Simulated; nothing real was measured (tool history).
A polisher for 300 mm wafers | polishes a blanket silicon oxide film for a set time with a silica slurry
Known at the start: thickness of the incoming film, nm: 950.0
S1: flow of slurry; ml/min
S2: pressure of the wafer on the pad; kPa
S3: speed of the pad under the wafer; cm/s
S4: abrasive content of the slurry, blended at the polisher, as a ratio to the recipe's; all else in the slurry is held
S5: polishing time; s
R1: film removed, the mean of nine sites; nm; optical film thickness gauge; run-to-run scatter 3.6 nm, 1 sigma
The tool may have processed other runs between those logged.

Run 1, hour 0.0: S1 290 ml/min, S2 19.3 kPa, S3 116 cm/s, S4 1.0, S5 101 s. Result: R1 277.84 nm.
Run 2, hour 2.4: S1 290 ml/min, S2 20.0 kPa, S3 116 cm/s, S4 1.0, S5 101 s. Result: R1 287.30 nm.
Run 3, hour 5.3: S1 360 ml/min, S2 20.0 kPa, S3 116 cm/s, S4 1.0, S5 101 s. Result: R1 286.09 nm.
Run 4, hour 12.8: S1 430 ml/min, S2 20.0 kPa, S3 116 cm/s, S4 1.0, S5 101 s. Result: R1 293.85 nm.
Run 5, hour 20.9: S1 430 ml/min, S2 20.7 kPa, S3 116 cm/s, S4 1.0, S5 101 s. Result: R1 295.60 nm.
Run 6, hour 22.2: S1 430 ml/min, S2 21.4 kPa, S3 116 cm/s, S4 1.0, S5 101 s. Result: R1 306.71 nm.
Run 7, hour 25.6: S1 430 ml/min, S2 22.1 kPa, S3 116 cm/s, S4 1.0, S5 101 s. Result: R1 313.97 nm.

Run 8, settings as shown, results not yet in. Your forecast:
Run 8, hour 32.7: S1 430 ml/min, S2 22.8 kPa, S3 116 cm/s, S4 1.0, S5 101 s. Result: R1 ?.

Run 8 gave R1 322.17 nm.
